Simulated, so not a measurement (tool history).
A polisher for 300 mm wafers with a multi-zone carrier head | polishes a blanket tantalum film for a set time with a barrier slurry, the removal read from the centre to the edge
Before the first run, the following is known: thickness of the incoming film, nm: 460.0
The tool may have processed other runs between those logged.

| run | hour | flow of slurry (ml/min) | pressure of the head's centre zone | pressure of the head's middle zone | pressure of the head's edge zone | abrasive content of the slurry | polishing time (s) | film removed at the wafer's centre (nm) | film removed at mid-radius (nm) | film removed at the wafer's edge (nm) |
|---|---|---|---|---|---|---|---|---|---|---|
| 1 | 0.0 | 140 | 1.00 | 1.00 | 1.00 | 1.00 | 72 | 77.510 | 77.062 | 77.697 |
| 2 | 8.1 | 140 | 1.08 | 1.00 | 1.00 | 1.00 | 72 | 83.143 | 77.174 | 78.724 |
| 3 | 15.2 | 145 | 1.06 | 1.01 | 1.02 | 1.05 | 75 | 89.054 | 83.242 | 84.630 |
| 4 | 16.7 | 145 | 1.03 | 1.02 | 1.04 | 1.10 | 78 | 89.492 | 89.266 | 90.267 |
| 5 | 21.9 | 145 | 1.03 | 1.02 | 1.04 | 0.90 | 78 | 84.792 | 82.345 | 81.953 |
| 6 | 23.2 | 145 | 1.03 | 0.95 | 1.04 | 0.90 | 78 | 83.190 | 77.912 | 81.386 |
| 7 | 29.7 | 145 | 1.02 | 0.97 | 1.05 | 1.00 | 80 | 85.839 | 84.122 | 90.161 |
| 8 | 32.0 | 150 | 1.02 | 0.99 | 1.06 | 1.05 | 81 | 93.933 | 88.293 | 94.116 |
|  | 34.2 | worn pad replaced by a new one |
| 9 | 34.2 | 110 | 0.92 | 1.09 | 1.16 | 1.30 | 101 | 111.230 | 131.400 | 139.140 |

Estimate the outcome of run 10 from the log above:
| 10 | 41.4 | 110 | 0.92 | 1.09 | 1.16 | 1.30 | 101 | ? | ? | ? |

Logged for run 10: film removed at the wafer's centre (nm) 114.030, film removed at mid-radius (nm) 132.000, film removed at the wafer's edge (nm) 136.650.
